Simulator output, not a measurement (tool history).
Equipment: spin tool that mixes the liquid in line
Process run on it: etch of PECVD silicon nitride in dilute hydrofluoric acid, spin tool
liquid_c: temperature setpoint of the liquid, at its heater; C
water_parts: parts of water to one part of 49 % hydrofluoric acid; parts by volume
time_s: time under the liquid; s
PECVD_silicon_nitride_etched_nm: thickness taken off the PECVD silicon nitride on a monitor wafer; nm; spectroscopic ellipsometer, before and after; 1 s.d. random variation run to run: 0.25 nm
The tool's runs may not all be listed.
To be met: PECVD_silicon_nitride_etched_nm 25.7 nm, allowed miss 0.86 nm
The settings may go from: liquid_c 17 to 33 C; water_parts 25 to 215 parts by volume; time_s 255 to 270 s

run,hour,liquid_c,water_parts,time_s,PECVD_silicon_nitride_etched_nm
1,0,25,120,255,11.466
2,2.6,25,120,255,11.604
3,5.9,25,120,255,11.43
4,9.9,25,120,255,11.558
5,14.4,27,120,255,13.093
6,20.7,27,85,255,18.549
7,29.6,28.5,85,255,20.402
8,31.8,29.5,85,255,21.775
9,36.5,30,85,255,22.661
10,37.3,30.5,85,255,22.981

Pick the move, out of 5, that brings all results within their allowed miss; only one does.
A,38.1,30,80,255,?
B,38.1,29.5,75,265,?
C,38.1,32.5,80,255,?
D,38.1,27,85,270,?
E,38.1,31,105,255,?

move,PECVD_silicon_nitride_etched_nm
A,23.804
B,25.559
C,27.85
D,19.575
E,19.283
A: gains on the last run, yet a result remains outside its allowed miss
B: every result lands within tolerance
C: takes the result that was furthest off past its target
D: moves away from the targets compared with the last run
E: moves away from the targets compared with the last run
So the answer is move B, the one that meets all the targets.
